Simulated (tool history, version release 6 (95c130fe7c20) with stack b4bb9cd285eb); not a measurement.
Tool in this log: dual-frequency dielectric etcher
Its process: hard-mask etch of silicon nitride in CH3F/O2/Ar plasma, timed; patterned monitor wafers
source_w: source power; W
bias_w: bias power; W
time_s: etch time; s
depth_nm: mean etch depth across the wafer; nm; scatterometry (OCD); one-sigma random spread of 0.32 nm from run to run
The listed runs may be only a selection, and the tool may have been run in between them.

run,hour,source_w,bias_w,time_s,depth_nm
1,0.0,360,66,165.5,115.17
2,3.0,350,66,165.5,114.78
3,9.3,340,66,165.5,113.89
4,17.3,330,66,165.5,113.76
5,18.2,330,74,165.5,116.74
6,21.1,320,73,165.5,115.25
7,24.5,310,73,165.5,114.26

Predict the results of run 8:
8,29.2,240,71,165.5,?

{"run 8": {"depth_nm": 107.78}}
